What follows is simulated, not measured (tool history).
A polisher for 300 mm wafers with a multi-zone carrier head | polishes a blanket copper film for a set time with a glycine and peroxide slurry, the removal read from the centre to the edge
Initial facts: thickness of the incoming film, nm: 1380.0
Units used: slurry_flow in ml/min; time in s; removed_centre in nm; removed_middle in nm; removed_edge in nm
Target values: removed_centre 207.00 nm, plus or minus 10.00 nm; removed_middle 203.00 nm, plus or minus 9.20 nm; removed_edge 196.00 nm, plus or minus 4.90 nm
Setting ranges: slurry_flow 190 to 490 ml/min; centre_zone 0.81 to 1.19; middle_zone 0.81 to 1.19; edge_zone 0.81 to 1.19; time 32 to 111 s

Run 1, hour 0.0: slurry_flow 315 ml/min, centre_zone 1.00, middle_zone 1.00, edge_zone 1.00, time 71 s. Result: removed_centre 281.53 nm, removed_middle 283.30 nm, removed_edge 276.26 nm.
Run 2, hour 1.6: slurry_flow 310 ml/min, centre_zone 0.99, middle_zone 0.98, edge_zone 0.96, time 65 s. Result: removed_centre 254.42 nm, removed_middle 256.87 nm, removed_edge 247.45 nm.
Run 3, hour 3.4: slurry_flow 340 ml/min, centre_zone 0.99, middle_zone 0.98, edge_zone 0.96, time 65 s. Result: removed_centre 259.16 nm, removed_middle 258.68 nm, removed_edge 250.05 nm.
Run 4, hour 9.4: slurry_flow 340 ml/min, centre_zone 0.99, middle_zone 0.98, edge_zone 0.99, time 65 s. Result: removed_centre 251.69 nm, removed_middle 254.69 nm, removed_edge 248.28 nm.
Run 5, hour 11.3: slurry_flow 345 ml/min, centre_zone 0.99, middle_zone 0.97, edge_zone 0.97, time 60 s. Result: removed_centre 236.16 nm, removed_middle 234.47 nm, removed_edge 231.96 nm.
Run 6, hour 17.2: slurry_flow 285 ml/min, centre_zone 0.99, middle_zone 0.97, edge_zone 0.97, time 60 s. Result: removed_centre 234.11 nm, removed_middle 230.64 nm, removed_edge 226.29 nm.
Run 7, hour 19.9: slurry_flow 275 ml/min, centre_zone 0.98, middle_zone 0.96, edge_zone 0.94, time 58 s. Result: removed_centre 219.07 nm, removed_middle 222.60 nm, removed_edge 216.17 nm.
Run 8, hour 22.6: slurry_flow 265 ml/min, centre_zone 0.98, middle_zone 0.94, edge_zone 0.91, time 57 s. Result: removed_centre 212.89 nm, removed_middle 214.23 nm, removed_edge 209.01 nm.
Run 9, hour 28.9: slurry_flow 265 ml/min, centre_zone 0.98, middle_zone 0.94, edge_zone 0.91, time 57 s. Result: removed_centre 215.06 nm, removed_middle 213.76 nm, removed_edge 206.52 nm.
Run 10, hour 32.3: slurry_flow 255 ml/min, centre_zone 0.98, middle_zone 0.93, edge_zone 0.89, time 57 s. Result: removed_centre 211.75 nm, removed_middle 210.94 nm, removed_edge 205.23 nm.
Run 11, hour 38.3: slurry_flow 250 ml/min, centre_zone 0.98, middle_zone 0.92, edge_zone 0.87, time 57 s. Result: removed_centre 212.97 nm, removed_middle 210.94 nm, removed_edge 200.52 nm.
Run 12, hour 40.8: slurry_flow 245 ml/min, centre_zone 0.98, middle_zone 0.91, edge_zone 0.87, time 57 s. Result: removed_centre 214.59 nm, removed_middle 204.07 nm, removed_edge 201.23 nm.

Which single option among these 5 for the next run brings every result within its allowed miss of target? Just one does.
Run A, hour 43.3: slurry_flow 355 ml/min, centre_zone 0.98, middle_zone 0.92, edge_zone 0.87, time 53 s. Result: removed_centre ?, removed_middle ?, removed_edge ?.
Run B, hour 43.3: slurry_flow 210 ml/min, centre_zone 1.03, middle_zone 0.84, edge_zone 0.91, time 58 s. Result: removed_centre ?, removed_middle ?, removed_edge ?.
Run C, hour 43.3: slurry_flow 250 ml/min, centre_zone 1.02, middle_zone 0.84, edge_zone 0.87, time 59 s. Result: removed_centre ?, removed_middle ?, removed_edge ?.
Run D, hour 43.3: slurry_flow 315 ml/min, centre_zone 1.15, middle_zone 0.90, edge_zone 0.81, time 53 s. Result: removed_centre ?, removed_middle ?, removed_edge ?.
Run E, hour 43.3: slurry_flow 380 ml/min, centre_zone 1.12, middle_zone 0.97, edge_zone 1.02, time 50 s. Result: removed_centre ?, removed_middle ?, removed_edge ?.

move  removed_centre  removed_middle  removed_edge
   A          207.37          205.34        195.53
   B          219.31          194.96        206.71
   C          228.44          204.38        210.59
   D          239.97          199.16        187.54
   E          225.59          202.71        199.70
A: in spec on every target
B: lands further from the targets than the last run did
C: lands further from the targets than the last run did
D: takes the result that was furthest off past its target
E: corrects the largest miss of the last run, while another result sits out of spec
Answer: A
